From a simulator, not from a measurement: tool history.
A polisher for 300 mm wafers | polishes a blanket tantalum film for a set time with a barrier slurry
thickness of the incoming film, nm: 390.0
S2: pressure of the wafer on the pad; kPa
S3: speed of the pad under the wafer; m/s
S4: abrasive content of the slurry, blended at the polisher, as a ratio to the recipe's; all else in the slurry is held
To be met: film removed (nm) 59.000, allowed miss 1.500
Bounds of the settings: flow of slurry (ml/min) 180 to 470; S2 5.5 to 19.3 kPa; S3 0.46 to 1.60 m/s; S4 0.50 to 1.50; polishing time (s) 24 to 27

{"run": 1, "hour": 0.0, "flow of slurry (ml/min)": 300, "S2": 12.4, "S3": 1.02, "S4": 1.0, "polishing time (s)": 27, "film removed (nm)": 42.033}
{"run": 2, "hour": 3.6, "flow of slurry (ml/min)": 300, "S2": 13.1, "S3": 1.02, "S4": 1.0, "polishing time (s)": 27, "film removed (nm)": 44.125}
{"run": 3, "hour": 6.0, "flow of slurry (ml/min)": 300, "S2": 13.1, "S3": 1.02, "S4": 1.1, "polishing time (s)": 27, "film removed (nm)": 45.941}
{"run": 4, "hour": 9.0, "flow of slurry (ml/min)": 300, "S2": 13.1, "S3": 1.02, "S4": 1.1, "polishing time (s)": 27, "film removed (nm)": 45.087}
{"run": 5, "hour": 10.5, "flow of slurry (ml/min)": 300, "S2": 13.1, "S3": 1.02, "S4": 1.1, "polishing time (s)": 24, "film removed (nm)": 39.984}
{"run": 6, "hour": 18.3, "flow of slurry (ml/min)": 300, "S2": 13.1, "S3": 0.9, "S4": 1.1, "polishing time (s)": 24, "film removed (nm)": 35.594}
{"run": 7, "hour": 26.7, "flow of slurry (ml/min)": 300, "S2": 14.5, "S3": 0.9, "S4": 1.1, "polishing time (s)": 24, "film removed (nm)": 38.95}
{"run": 8, "hour": 30.9, "flow of slurry (ml/min)": 315, "S2": 17.9, "S3": 0.98, "S4": 1.1, "polishing time (s)": 24, "film removed (nm)": 52.477}
{"run": 9, "hour": 34.8, "flow of slurry (ml/min)": 315, "S2": 18.6, "S3": 1.0, "S4": 1.1, "polishing time (s)": 24, "film removed (nm)": 55.484}

4 next moves are on the table. One of them brings every result within its allowed miss. Which?
{"run": "A", "hour": 38.7, "flow of slurry (ml/min)": 340, "S2": 18.6, "S3": 0.94, "S4": 1.05, "polishing time (s)": 24, "film removed (nm)": "?"}
{"run": "B", "hour": 38.7, "flow of slurry (ml/min)": 300, "S2": 17.2, "S3": 1.0, "S4": 1.05, "polishing time (s)": 24, "film removed (nm)": "?"}
{"run": "C", "hour": 38.7, "flow of slurry (ml/min)": 315, "S2": 19.3, "S3": 1.02, "S4": 1.1, "polishing time (s)": 26, "film removed (nm)": "?"}
{"run": "D", "hour": 38.7, "flow of slurry (ml/min)": 295, "S2": 17.2, "S3": 1.08, "S4": 1.0, "polishing time (s)": 26, "film removed (nm)": "?"}

move=A film_removed_(nm)=52.061
move=B film_removed_(nm)=50.680
move=C film_removed_(nm)=63.418
move=D film_removed_(nm)=58.482
A: further off than the last run
B: further off than the last run
C: takes the result that was furthest off past its target
D: meets every target
Answer: D
